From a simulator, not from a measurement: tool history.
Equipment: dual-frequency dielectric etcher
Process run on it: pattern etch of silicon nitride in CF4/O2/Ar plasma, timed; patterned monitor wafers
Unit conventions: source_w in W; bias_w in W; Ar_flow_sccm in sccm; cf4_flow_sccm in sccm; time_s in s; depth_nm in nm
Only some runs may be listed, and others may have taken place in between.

Run 1, hour 0.0: source_w 650 W, bias_w 50 W, Ar_flow_sccm 105 sccm, cf4_flow_sccm 77 sccm, time_s 155.5 s. Result: depth_nm 359.02 nm.
Run 2, hour 5.8: source_w 620 W, bias_w 50 W, Ar_flow_sccm 105 sccm, cf4_flow_sccm 77 sccm, time_s 155.5 s. Result: depth_nm 341.89 nm.
Run 3, hour 7.0: source_w 620 W, bias_w 50 W, Ar_flow_sccm 89 sccm, cf4_flow_sccm 77 sccm, time_s 155.5 s. Result: depth_nm 347.04 nm.
Run 4, hour 7.6: source_w 620 W, bias_w 46 W, Ar_flow_sccm 89 sccm, cf4_flow_sccm 77 sccm, time_s 155.5 s. Result: depth_nm 334.45 nm.
Run 5, hour 13.7: source_w 620 W, bias_w 50 W, Ar_flow_sccm 89 sccm, cf4_flow_sccm 77 sccm, time_s 155.5 s. Result: depth_nm 343.27 nm.
Run 6, hour 16.6: source_w 620 W, bias_w 50 W, Ar_flow_sccm 89 sccm, cf4_flow_sccm 77 sccm, time_s 162.5 s. Result: depth_nm 365.18 nm.
Run 7, hour 18.0: source_w 590 W, bias_w 49 W, Ar_flow_sccm 89 sccm, cf4_flow_sccm 77 sccm, time_s 162.5 s. Result: depth_nm 343.73 nm.
Run 8, hour 25.6: source_w 570 W, bias_w 49 W, Ar_flow_sccm 89 sccm, cf4_flow_sccm 77 sccm, time_s 162.5 s. Result: depth_nm 333.35 nm.

Run 9 comes next. What will it give?
Run 9, hour 34.4: source_w 550 W, bias_w 49 W, Ar_flow_sccm 89 sccm, cf4_flow_sccm 77 sccm, time_s 162.5 s. Result: depth_nm ?.

Logged for run 9: depth_nm 321.46 nm.

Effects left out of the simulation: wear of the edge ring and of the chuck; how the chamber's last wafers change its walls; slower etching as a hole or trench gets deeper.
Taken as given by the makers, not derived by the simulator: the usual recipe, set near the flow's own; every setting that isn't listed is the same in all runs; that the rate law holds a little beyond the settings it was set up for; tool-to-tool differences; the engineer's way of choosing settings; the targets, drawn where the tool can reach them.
